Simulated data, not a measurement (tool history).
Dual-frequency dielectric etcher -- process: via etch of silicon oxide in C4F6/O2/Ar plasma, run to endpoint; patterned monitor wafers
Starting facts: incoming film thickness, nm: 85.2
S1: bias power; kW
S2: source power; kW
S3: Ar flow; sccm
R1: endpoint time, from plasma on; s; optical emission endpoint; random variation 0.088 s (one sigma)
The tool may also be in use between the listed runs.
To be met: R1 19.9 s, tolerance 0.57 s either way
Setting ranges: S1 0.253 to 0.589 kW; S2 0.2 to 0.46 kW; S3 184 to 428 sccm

| run | hour | S1 | S2 | S3 | R1 |
|---|---|---|---|---|---|
| 1 | 0 | 0.421 | 0.33 | 306 | 22.602 |
| 2 | 2.9 | 0.436 | 0.33 | 305 | 22.038 |
| 3 | 9.1 | 0.4 | 0.33 | 305 | 22.784 |
| 4 | 16.7 | 0.416 | 0.34 | 303 | 22.225 |
| 5 | 24.2 | 0.416 | 0.34 | 277 | 21.897 |
| 6 | 32.1 | 0.416 | 0.37 | 277 | 21.28 |
| 7 | 34.7 | 0.424 | 0.37 | 276 | 20.831 |
| 8 | 37.8 | 0.429 | 0.37 | 276 | 20.909 |
| 9 | 40.4 | 0.435 | 0.37 | 276 | 20.733 |
| 10 | 46.8 | 0.44 | 0.37 | 276 | 20.845 |
| 11 | 53.6 | 0.445 | 0.37 | 275 | 20.489 |
| 12 | 55.8 | 0.445 | 0.37 | 275 | 20.653 |
| 13 | 64 | 0.449 | 0.37 | 275 | 20.591 |
| 14 | 72.2 | 0.453 | 0.37 | 275 | 20.498 |

Exercise: of the 5 proposed moves below, exactly one satisfies all targets within the stated allowed misses. Which move is it?
| A | 80.4 | 0.485 | 0.3 | 188 | ? |
| B | 80.4 | 0.479 | 0.35 | 321 | ? |
| C | 80.4 | 0.438 | 0.34 | 295 | ? |
| D | 80.4 | 0.377 | 0.36 | 286 | ? |
| E | 80.4 | 0.489 | 0.37 | 266 | ? |

| move | R1 |
|---|---|
| A | 21.101 |
| B | 20.82 |
| C | 21.61 |
| D | 22.173 |
| E | 19.811 |
A: the biggest miss grows against the last run
B: the biggest miss grows against the last run
C: the biggest miss grows against the last run
D: the biggest miss grows against the last run
E: every result lands within tolerance
Correct choice: E, which meets every target
